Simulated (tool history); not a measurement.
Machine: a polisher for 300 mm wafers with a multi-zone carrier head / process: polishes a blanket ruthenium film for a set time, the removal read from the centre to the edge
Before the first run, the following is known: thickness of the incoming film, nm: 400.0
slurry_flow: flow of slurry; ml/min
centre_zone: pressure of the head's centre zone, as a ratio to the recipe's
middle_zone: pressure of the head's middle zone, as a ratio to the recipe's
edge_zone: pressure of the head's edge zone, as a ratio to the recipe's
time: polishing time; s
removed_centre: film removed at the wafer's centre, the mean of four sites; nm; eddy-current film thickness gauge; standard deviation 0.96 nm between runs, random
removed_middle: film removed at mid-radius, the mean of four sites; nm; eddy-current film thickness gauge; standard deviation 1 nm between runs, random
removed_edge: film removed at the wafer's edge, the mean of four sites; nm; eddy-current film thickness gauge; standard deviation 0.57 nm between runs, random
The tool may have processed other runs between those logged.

run 1 hour=0.0 | slurry_flow=120 centre_zone=1.00 middle_zone=1.00 edge_zone=1.00 time=62 | removed_centre=71.360 removed_middle=72.221 removed_edge=71.371
run 2 hour=9.0 | slurry_flow=125 centre_zone=0.98 middle_zone=1.03 edge_zone=1.00 time=62 | removed_centre=72.466 removed_middle=74.397 removed_edge=72.201
run 3 hour=13.5 | slurry_flow=125 centre_zone=0.98 middle_zone=0.95 edge_zone=1.00 time=62 | removed_centre=69.686 removed_middle=68.367 removed_edge=71.082
run 4 hour=21.7 | slurry_flow=125 centre_zone=1.02 middle_zone=0.95 edge_zone=1.00 time=62 | removed_centre=74.017 removed_middle=67.643 removed_edge=73.225
run 5 hour=23.0 | slurry_flow=140 centre_zone=1.02 middle_zone=0.95 edge_zone=1.00 time=62 | removed_centre=75.974 removed_middle=71.194 removed_edge=72.374
run 6 hour=27.4 | slurry_flow=140 centre_zone=1.02 middle_zone=0.95 edge_zone=1.00 time=52 | removed_centre=64.250 removed_middle=59.708 removed_edge=61.474
run 7 hour=33.4 | slurry_flow=140 centre_zone=1.00 middle_zone=1.00 edge_zone=1.03 time=54 | removed_centre=64.063 removed_middle=63.697 removed_edge=64.602
run 8 hour=40.3 | slurry_flow=145 centre_zone=0.99 middle_zone=1.05 edge_zone=1.05 time=56 | removed_centre=68.351 removed_middle=70.352 removed_edge=68.768

Expected results for the next run?
run 9 hour=47.2 | slurry_flow=150 centre_zone=0.97 middle_zone=1.09 edge_zone=1.06 time=56 | removed_centre=? removed_middle=? removed_edge=?

{"run 9": {"removed_centre": 66.39, "removed_middle": 72.199, "removed_edge": 69.939}}
